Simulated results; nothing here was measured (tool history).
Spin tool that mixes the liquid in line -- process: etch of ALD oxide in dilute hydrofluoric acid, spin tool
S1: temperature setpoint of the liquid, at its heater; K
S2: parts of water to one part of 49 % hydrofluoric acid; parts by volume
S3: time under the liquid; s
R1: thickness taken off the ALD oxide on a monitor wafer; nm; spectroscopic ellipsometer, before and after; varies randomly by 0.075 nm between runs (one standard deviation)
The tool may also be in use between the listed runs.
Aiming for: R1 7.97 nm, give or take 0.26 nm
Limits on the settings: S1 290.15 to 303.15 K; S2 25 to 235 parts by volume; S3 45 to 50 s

run  hour      S1   S2  S3      R1
  1     0  295.15  130  45  10.848
  2   7.1  295.15  130  50  12.125
  3  10.3  297.15  130  50  12.986
  4  14.6  297.15  130  45  11.618
  5  17.8  295.65  130  45  11.008
  6    21  294.65  135  45  10.122
     29.3  -- hydrofluoric acid flow meter replaced
  7  29.3  293.65  140  45   8.594
  8  32.2  293.15  140  45  8.3181
  9  37.8  292.65  140  45  8.1722

Exercise: of the 5 proposed moves below, exactly one satisfies all targets within the stated allowed misses. Which move is it?
  A  43.4  290.65  140  50   ?
  B  43.4  294.65  155  45   ?
  C  43.4  295.15  160  50   ?
  D  43.4  295.15  145  45   ?
  E  43.4  291.65  145  50   ?

move      R1
   A    8.53
   B  8.0139
   C  8.7485
   D   8.831
   E  8.5357
A: further off than the last run
B: each result inside its tolerance
C: further off than the last run
D: further off than the last run
E: further off than the last run
Move B is the one to make.
